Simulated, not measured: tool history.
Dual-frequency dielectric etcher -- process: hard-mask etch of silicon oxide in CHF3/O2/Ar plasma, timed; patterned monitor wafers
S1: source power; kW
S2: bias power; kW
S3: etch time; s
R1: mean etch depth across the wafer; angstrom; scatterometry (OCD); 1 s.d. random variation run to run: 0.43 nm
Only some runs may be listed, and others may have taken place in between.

run 1 hour=0.0 | S1=0.730 S2=0.224 S3=25.0 | R1=571.12
run 2 hour=2.3 | S1=0.730 S2=0.224 S3=25.0 | R1=562.42
run 3 hour=5.6 | S1=0.770 S2=0.229 S3=25.0 | R1=577.26
run 4 hour=8.8 | S1=0.770 S2=0.214 S3=25.0 | R1=560.25
run 5 hour=11.1 | S1=0.770 S2=0.193 S3=25.0 | R1=533.35
run 6 hour=11.8 | S1=0.800 S2=0.205 S3=25.0 | R1=556.79
run 7 hour=16.5 | S1=0.830 S2=0.214 S3=25.0 | R1=566.78
run 8 hour=17.4 | S1=0.840 S2=0.225 S3=25.0 | R1=580.99

The next listed run, before its measurement:
run 9 hour=24.0 | S1=0.850 S2=0.234 S3=25.0 | R1=?

{"run 9": {"R1": 592.4}}
